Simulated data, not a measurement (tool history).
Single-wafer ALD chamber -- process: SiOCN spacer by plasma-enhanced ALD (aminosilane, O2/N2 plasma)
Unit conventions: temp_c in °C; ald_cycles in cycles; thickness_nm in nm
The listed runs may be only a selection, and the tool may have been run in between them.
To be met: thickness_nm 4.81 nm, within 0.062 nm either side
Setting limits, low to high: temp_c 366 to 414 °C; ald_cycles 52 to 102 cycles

Run 1, day 0: temp_c 390 °C, ald_cycles 77 cycles. Result: thickness_nm 5.2997 nm.
Run 2, day 0.229: temp_c 390 °C, ald_cycles 84 cycles. Result: thickness_nm 5.7714 nm.
Run 3, day 0.504: temp_c 390 °C, ald_cycles 90 cycles. Result: thickness_nm 6.2193 nm.
Run 4, day 0.546: temp_c 398 °C, ald_cycles 90 cycles. Result: thickness_nm 6.1658 nm.
Run 5, day 0.596: temp_c 408 °C, ald_cycles 90 cycles. Result: thickness_nm 6.0573 nm.
Run 6, day 0.912: temp_c 413 °C, ald_cycles 90 cycles. Result: thickness_nm 5.9459 nm.
Run 7, day 0.954: temp_c 413 °C, ald_cycles 85 cycles. Result: thickness_nm 5.6294 nm.
Run 8, day 1.246: temp_c 413 °C, ald_cycles 81 cycles. Result: thickness_nm 5.3388 nm.
Run 9, day 1.542: temp_c 413 °C, ald_cycles 79 cycles. Result: thickness_nm 5.2389 nm.
Run 10, day 1.675: temp_c 413 °C, ald_cycles 70 cycles. Result: thickness_nm 4.623 nm.

Exercise: of the 4 proposed moves below, exactly one satisfies all targets within the stated allowed misses. Which move is it?
Run A, day 1.808: temp_c 414 °C, ald_cycles 73 cycles. Result: thickness_nm ?.
Run B, day 1.808: temp_c 410 °C, ald_cycles 74 cycles. Result: thickness_nm ?.
Run C, day 1.808: temp_c 413 °C, ald_cycles 65 cycles. Result: thickness_nm ?.
Run D, day 1.808: temp_c 412 °C, ald_cycles 68 cycles. Result: thickness_nm ?.

move  thickness_nm
   A        4.8009
   B        4.9262
   C        4.2879
   D        4.4994
A: hits every target within its allowed miss
B: carries the result that was furthest off beyond its target, to the other side
C: moves away from the targets compared with the last run
D: moves away from the targets compared with the last run
Go with A: it meets all targets.
